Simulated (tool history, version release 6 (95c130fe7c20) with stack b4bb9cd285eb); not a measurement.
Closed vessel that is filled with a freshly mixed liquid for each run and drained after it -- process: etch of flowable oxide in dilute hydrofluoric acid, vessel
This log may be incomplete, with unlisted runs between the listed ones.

| run | day | temperature setpoint of the liquid (C) | parts of water to one part of 49 % hydrofluoric acid (parts by volume) | time in the liquid (s) | thickness taken off the flowable oxide on a monitor wafer (nm) |
|---|---|---|---|---|---|
| 1 | 0 | 25 | 110 | 30 | 16.878 |
| 2 | 0.158 | 28 | 110 | 30 | 18.904 |
| 3 | 0.342 | 28 | 110 | 30 | 18.613 |
| 4 | 0.671 | 28 | 110 | 30 | 18.828 |
| 5 | 0.946 | 30 | 110 | 30 | 20.2 |
| 6 | 1.138 | 30 | 110 | 30 | 20.462 |

Run 7 has not been measured yet. What should we expect?
| 7 | 1.492 | 30.5 | 95 | 30 | ? |

{"run 7": {"thickness taken off the flowable oxide on a monitor wafer (nm)": 24.507}}

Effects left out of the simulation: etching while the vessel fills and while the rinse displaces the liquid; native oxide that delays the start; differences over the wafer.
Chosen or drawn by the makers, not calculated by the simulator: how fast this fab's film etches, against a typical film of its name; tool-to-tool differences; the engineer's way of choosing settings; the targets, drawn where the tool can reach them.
